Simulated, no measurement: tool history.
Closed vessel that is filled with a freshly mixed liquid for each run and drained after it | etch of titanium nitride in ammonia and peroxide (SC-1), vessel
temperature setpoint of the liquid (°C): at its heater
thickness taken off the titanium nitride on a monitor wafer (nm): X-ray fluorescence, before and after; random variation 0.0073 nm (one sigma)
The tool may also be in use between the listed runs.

run	hour	temperature setpoint of the liquid (°C)	parts of water to one part of 30 % peroxide (parts by volume)	parts of 29 % ammonia solution to one part of 30 % peroxide (parts by volume)	time in the liquid (s)	thickness taken off the titanium nitride on a monitor wafer (nm)
1	0.0	56.0	7.0	0.75	30	4.0667
2	8.0	59.5	7.0	0.75	30	5.1366
3	12.0	55.0	7.0	0.75	30	3.8138
4	16.8	52.0	7.0	0.75	30	3.1202
5	17.7	50.0	7.0	0.75	30	2.6989
6	20.0	50.0	5.5	0.75	30	3.0232
7	26.6	48.5	5.5	0.75	30	2.7236
8	28.1	47.5	5.5	0.75	30	2.5303
9	36.4	46.5	5.5	0.75	30	2.3628
10	39.5	46.0	5.5	0.75	30	2.2666

Run 11 comes next. What will it give?
11	44.8	45.5	5.5	0.75	30	?

Run 11 gave thickness taken off the titanium nitride on a monitor wafer (nm) 2.1836.
